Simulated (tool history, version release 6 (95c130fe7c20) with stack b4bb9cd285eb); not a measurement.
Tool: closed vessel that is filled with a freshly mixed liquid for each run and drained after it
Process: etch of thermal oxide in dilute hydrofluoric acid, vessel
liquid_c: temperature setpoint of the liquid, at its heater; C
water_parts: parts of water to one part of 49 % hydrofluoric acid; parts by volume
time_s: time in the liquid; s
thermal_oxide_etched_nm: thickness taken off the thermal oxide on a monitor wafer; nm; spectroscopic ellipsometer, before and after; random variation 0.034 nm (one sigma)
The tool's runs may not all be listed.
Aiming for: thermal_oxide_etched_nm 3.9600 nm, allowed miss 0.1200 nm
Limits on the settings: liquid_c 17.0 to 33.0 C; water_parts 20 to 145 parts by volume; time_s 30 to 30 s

run 1 day=0.000 | liquid_c=25.0 water_parts=80 time_s=30 | thermal_oxide_etched_nm=1.8748
run 2 day=0.117 | liquid_c=26.5 water_parts=75 time_s=30 | thermal_oxide_etched_nm=2.1339
run 3 day=0.304 | liquid_c=26.5 water_parts=75 time_s=30 | thermal_oxide_etched_nm=2.1364
run 4 day=0.388 | liquid_c=26.5 water_parts=100 time_s=30 | thermal_oxide_etched_nm=1.5455
run 5 day=0.767 | liquid_c=29.5 water_parts=100 time_s=30 | thermal_oxide_etched_nm=1.7501
run 6 day=0.908 | liquid_c=30.0 water_parts=90 time_s=30 | thermal_oxide_etched_nm=1.9910
run 7 day=1.117 | liquid_c=30.5 water_parts=80 time_s=30 | thermal_oxide_etched_nm=2.3232
run 8 day=1.383 | liquid_c=31.0 water_parts=75 time_s=30 | thermal_oxide_etched_nm=2.5213
run 9 day=1.562 | liquid_c=31.5 water_parts=70 time_s=30 | thermal_oxide_etched_nm=2.7945
run 10 day=1.933 | liquid_c=32.0 water_parts=65 time_s=30 | thermal_oxide_etched_nm=3.0544
run 11 day=2.242 | liquid_c=32.0 water_parts=60 time_s=30 | thermal_oxide_etched_nm=3.3212
run 12 day=2.621 | liquid_c=32.5 water_parts=55 time_s=30 | thermal_oxide_etched_nm=3.7863

Which single option among these 4 for the next run brings every result within its allowed miss of target? Just one does.
run A day=3.000 | liquid_c=33.0 water_parts=60 time_s=30 | thermal_oxide_etched_nm=?
run B day=3.000 | liquid_c=29.5 water_parts=50 time_s=30 | thermal_oxide_etched_nm=?
run C day=3.000 | liquid_c=32.5 water_parts=50 time_s=30 | thermal_oxide_etched_nm=?
run D day=3.000 | liquid_c=31.0 water_parts=50 time_s=30 | thermal_oxide_etched_nm=?

move=A thermal_oxide_etched_nm=3.5536
move=B thermal_oxide_etched_nm=3.7837
move=C thermal_oxide_etched_nm=4.2524
move=D thermal_oxide_etched_nm=4.0126
A: misses by more than the last run did
B: no nearer and no further than the last run
C: takes the biggest miss from the last run beyond its target
D: meets every target
Answer: D

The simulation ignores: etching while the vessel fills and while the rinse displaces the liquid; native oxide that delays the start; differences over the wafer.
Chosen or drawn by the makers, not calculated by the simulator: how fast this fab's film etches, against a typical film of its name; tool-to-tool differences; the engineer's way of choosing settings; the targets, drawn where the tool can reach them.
